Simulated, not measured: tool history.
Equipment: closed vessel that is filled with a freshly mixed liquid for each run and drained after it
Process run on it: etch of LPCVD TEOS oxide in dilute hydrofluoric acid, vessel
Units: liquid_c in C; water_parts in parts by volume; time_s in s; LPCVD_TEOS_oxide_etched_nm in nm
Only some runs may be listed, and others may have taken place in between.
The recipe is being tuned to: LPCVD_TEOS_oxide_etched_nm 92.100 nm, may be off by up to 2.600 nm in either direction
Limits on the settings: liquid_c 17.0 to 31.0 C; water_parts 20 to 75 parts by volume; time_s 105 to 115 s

| run | hour | liquid_c | water_parts | time_s | LPCVD_TEOS_oxide_etched_nm |
|---|---|---|---|---|---|
| 1 | 0.0 | 23.0 | 45 | 105 | 39.297 |
| 2 | 4.8 | 24.0 | 45 | 105 | 41.253 |
| 3 | 11.4 | 24.5 | 45 | 105 | 42.669 |
| 4 | 11.9 | 23.0 | 45 | 105 | 40.075 |
| 5 | 16.1 | 23.0 | 45 | 115 | 43.608 |
| 6 | 18.6 | 23.0 | 45 | 105 | 39.579 |
| 7 | 21.9 | 24.0 | 45 | 105 | 41.557 |
| 8 | 28.0 | 24.5 | 45 | 105 | 41.806 |
| 9 | 30.9 | 25.0 | 45 | 105 | 42.971 |
| 10 | 33.8 | 25.5 | 45 | 105 | 44.219 |
| 11 | 40.1 | 26.0 | 45 | 105 | 44.952 |
| 12 | 44.1 | 26.5 | 45 | 105 | 45.911 |
| 13 | 47.0 | 27.0 | 45 | 105 | 47.205 |
| 14 | 49.7 | 27.5 | 45 | 105 | 47.553 |
| 15 | 53.0 | 28.0 | 45 | 105 | 48.572 |
| 16 | 59.5 | 28.5 | 45 | 105 | 49.322 |

4 next moves are on the table. One of them brings every result within its allowed miss. Which?
| A | 66.0 | 27.5 | 25 | 115 | ? |
| B | 66.0 | 29.0 | 60 | 115 | ? |
| C | 66.0 | 30.0 | 20 | 115 | ? |
| D | 66.0 | 31.0 | 30 | 115 | ? |

| move | LPCVD_TEOS_oxide_etched_nm |
|---|---|
| A | 97.149 |
| B | 40.808 |
| C | 135.500 |
| D | 92.515 |
A: takes the biggest miss from the last run beyond its target
B: further off than the last run
C: takes the biggest miss from the last run beyond its target
D: in spec on every target
Go with D: it meets all targets.

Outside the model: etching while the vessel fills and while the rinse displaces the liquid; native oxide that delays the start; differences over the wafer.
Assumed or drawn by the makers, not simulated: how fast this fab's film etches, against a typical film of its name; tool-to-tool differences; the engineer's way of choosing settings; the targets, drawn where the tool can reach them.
